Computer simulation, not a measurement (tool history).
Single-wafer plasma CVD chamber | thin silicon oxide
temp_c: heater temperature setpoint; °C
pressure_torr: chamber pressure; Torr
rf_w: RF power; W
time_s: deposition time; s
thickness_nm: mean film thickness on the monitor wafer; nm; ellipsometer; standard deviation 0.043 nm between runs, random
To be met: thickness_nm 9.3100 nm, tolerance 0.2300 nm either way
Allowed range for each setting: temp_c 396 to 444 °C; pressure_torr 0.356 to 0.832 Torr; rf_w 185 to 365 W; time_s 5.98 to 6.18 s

run,day,temp_c,pressure_torr,rf_w,time_s,thickness_nm
1,0.000,420,0.594,275,5.98,8.0740
2,0.192,420,0.602,275,5.98,8.2031
3,0.400,420,0.660,275,5.98,8.8894
4,0.562,420,0.663,275,5.98,9.0195
5,0.862,420,0.665,275,5.98,9.1161
6,1.012,420,0.666,275,5.98,8.9842
7,1.058,420,0.669,275,5.98,9.1060
8,1.367,420,0.670,275,5.98,9.0842

Pick the move, out of 4, that brings all results within their allowed miss; only one does.
A,1.675,418,0.675,245,5.98,?
B,1.675,418,0.666,265,5.98,?
C,1.675,423,0.673,240,6.07,?
D,1.675,424,0.743,230,5.98,?

move,thickness_nm
A,8.8174
B,8.9382
C,8.8271
D,9.4078
A: further off than the last run
B: further off than the last run
C: further off than the last run
D: each result inside its tolerance
D is the move that brings every result within its allowed miss.
